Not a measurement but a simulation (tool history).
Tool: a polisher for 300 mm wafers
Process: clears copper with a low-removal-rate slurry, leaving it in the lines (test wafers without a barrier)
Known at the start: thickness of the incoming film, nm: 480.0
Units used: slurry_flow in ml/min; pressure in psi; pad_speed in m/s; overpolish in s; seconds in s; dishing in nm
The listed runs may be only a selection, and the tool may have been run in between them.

run  hour  slurry_flow  pressure  pad_speed  slurry_solids  overpolish  seconds  dishing
  1   0.0          200       2.9       1.26            1.0          30   158.93   66.728
  2   6.0          200       2.6       1.26            1.0          26   171.25   54.467
  3  10.1          200       1.9       1.26            1.0          26   246.91   42.108
  4  11.9          200       1.8       1.26            1.0          22   248.51   33.990
  5  17.3          200       1.8       1.26            1.0          21   254.26   31.755
  6  22.3          160       1.8       1.26            1.0          21   258.55   32.383
     31.2  -- head pressure recalibrated
  7  31.2          160       1.8       1.26            1.0          20   237.45   35.573
  8  36.8          170       1.8       1.26            1.0          19   239.79   32.902
  9  38.0          170       1.7       1.26            1.0          18   239.96   29.595

Forecast run 10:
 10  39.3          170       1.6       1.26            1.0          18        ?        ?

{"run 10": {"seconds": 265.76, "dishing": 27.503}}
